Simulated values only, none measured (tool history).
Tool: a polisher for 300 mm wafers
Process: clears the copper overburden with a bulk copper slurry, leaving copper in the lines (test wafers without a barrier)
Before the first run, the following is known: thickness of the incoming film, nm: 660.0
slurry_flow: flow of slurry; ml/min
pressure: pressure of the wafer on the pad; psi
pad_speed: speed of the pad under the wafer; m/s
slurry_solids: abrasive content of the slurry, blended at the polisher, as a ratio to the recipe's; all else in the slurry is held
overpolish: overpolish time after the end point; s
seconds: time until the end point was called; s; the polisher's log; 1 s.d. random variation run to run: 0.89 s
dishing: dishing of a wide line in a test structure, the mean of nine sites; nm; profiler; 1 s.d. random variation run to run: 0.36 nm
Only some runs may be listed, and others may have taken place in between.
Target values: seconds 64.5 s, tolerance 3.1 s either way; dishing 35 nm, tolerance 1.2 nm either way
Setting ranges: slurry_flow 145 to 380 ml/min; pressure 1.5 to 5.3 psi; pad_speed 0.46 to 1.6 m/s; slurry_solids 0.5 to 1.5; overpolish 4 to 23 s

Run 1, hour 0: slurry_flow 245 ml/min, pressure 3.4 psi, pad_speed 1.02 m/s, slurry_solids 1, overpolish 12 s. Result: seconds 65.159 s, dishing 62.906 nm.
Run 2, hour 1.1: slurry_flow 245 ml/min, pressure 3.4 psi, pad_speed 1.02 m/s, slurry_solids 1, overpolish 14 s. Result: seconds 65.005 s, dishing 67.824 nm.
Run 3, hour 8.8: slurry_flow 250 ml/min, pressure 3 psi, pad_speed 1.12 m/s, slurry_solids 1, overpolish 12 s. Result: seconds 68.136 s, dishing 61.376 nm.
Run 4, hour 16.4: slurry_flow 250 ml/min, pressure 2.4 psi, pad_speed 1.12 m/s, slurry_solids 1, overpolish 12 s. Result: seconds 80.897 s, dishing 53.36 nm.
Run 5, hour 18.8: slurry_flow 225 ml/min, pressure 2.2 psi, pad_speed 1.2 m/s, slurry_solids 1.1, overpolish 10 s. Result: seconds 83.899 s, dishing 45.627 nm.
Run 6, hour 21.5: slurry_flow 205 ml/min, pressure 2.3 psi, pad_speed 1.26 m/s, slurry_solids 1.2, overpolish 9 s. Result: seconds 78.883 s, dishing 45.167 nm.
Run 7, hour 24.8: slurry_flow 205 ml/min, pressure 2.3 psi, pad_speed 1.26 m/s, slurry_solids 1.2, overpolish 9 s. Result: seconds 77.184 s, dishing 45.274 nm.
Run 8, hour 29.6: slurry_flow 205 ml/min, pressure 2.3 psi, pad_speed 1.26 m/s, slurry_solids 1.2, overpolish 9 s. Result: seconds 77.954 s, dishing 45.533 nm.
Run 9, hour 36.7: slurry_flow 220 ml/min, pressure 1.5 psi, pad_speed 1.54 m/s, slurry_solids 1.3, overpolish 4 s. Result: seconds 94.388 s, dishing 20.444 nm.
Run 10, hour 37.8: slurry_flow 210 ml/min, pressure 1.8 psi, pad_speed 1.52 m/s, slurry_solids 1.3, overpolish 4 s. Result: seconds 80.764 s, dishing 22.857 nm.
Run 11, hour 40.9: slurry_flow 200 ml/min, pressure 2 psi, pad_speed 1.48 m/s, slurry_solids 1.3, overpolish 4 s. Result: seconds 77.179 s, dishing 24.911 nm.
Run 12, hour 43.7: slurry_flow 190 ml/min, pressure 2.2 psi, pad_speed 1.44 m/s, slurry_solids 1.3, overpolish 4 s. Result: seconds 70.974 s, dishing 26.127 nm.
Run 13, hour 47: slurry_flow 185 ml/min, pressure 2.3 psi, pad_speed 1.38 m/s, slurry_solids 1.3, overpolish 4 s. Result: seconds 70.211 s, dishing 25.939 nm.
Run 14, hour 56: slurry_flow 185 ml/min, pressure 2.4 psi, pad_speed 1.34 m/s, slurry_solids 1.3, overpolish 4 s. Result: seconds 70.828 s, dishing 26.471 nm.
Run 15, hour 60.9: slurry_flow 190 ml/min, pressure 3 psi, pad_speed 1.28 m/s, slurry_solids 1.3, overpolish 9 s. Result: seconds 59.781 s, dishing 55.122 nm.
Run 16, hour 63.9: slurry_flow 225 ml/min, pressure 2.9 psi, pad_speed 1.32 m/s, slurry_solids 1.25, overpolish 9 s. Result: seconds 58.121 s, dishing 55.236 nm.
Run 17, hour 70.6: slurry_flow 295 ml/min, pressure 1.9 psi, pad_speed 1.6 m/s, slurry_solids 1, overpolish 4 s. Result: seconds 73.616 s, dishing 24.615 nm.
Run 18, hour 75.7: slurry_flow 295 ml/min, pressure 1.9 psi, pad_speed 1.6 m/s, slurry_solids 1, overpolish 4 s. Result: seconds 76.145 s, dishing 24.479 nm.
Run 19, hour 76.5: slurry_flow 295 ml/min, pressure 2.1 psi, pad_speed 1.56 m/s, slurry_solids 1, overpolish 4 s. Result: seconds 70.248 s, dishing 26.251 nm.

Pick the move, out of 5, that brings all results within their allowed miss; only one does.
Run A, hour 77.3: slurry_flow 185 ml/min, pressure 2.9 psi, pad_speed 1.6 m/s, slurry_solids 0.8, overpolish 4 s. Result: seconds ?, dishing ?.
Run B, hour 77.3: slurry_flow 210 ml/min, pressure 2.1 psi, pad_speed 1.56 m/s, slurry_solids 0.85, overpolish 7 s. Result: seconds ?, dishing ?.
Run C, hour 77.3: slurry_flow 280 ml/min, pressure 2.6 psi, pad_speed 1.6 m/s, slurry_solids 1, overpolish 5 s. Result: seconds ?, dishing ?.
Run D, hour 77.3: slurry_flow 210 ml/min, pressure 2.7 psi, pad_speed 1.6 m/s, slurry_solids 1, overpolish 5 s. Result: seconds ?, dishing ?.
Run E, hour 77.3: slurry_flow 285 ml/min, pressure 2.6 psi, pad_speed 1.36 m/s, slurry_solids 1.15, overpolish 5 s. Result: seconds ?, dishing ?.

move  seconds  dishing
   A   56.628   32.108
   B   75.693   38.658
   C   57.497   37.508
   D   57.108   37.792
   E   63.792   34.645
A: nearer than the last run, and not there yet
B: takes the biggest miss from the last run beyond its target
C: takes the biggest miss from the last run beyond its target
D: takes the biggest miss from the last run beyond its target
E: meets every target
E is the move that brings every result within its allowed miss.
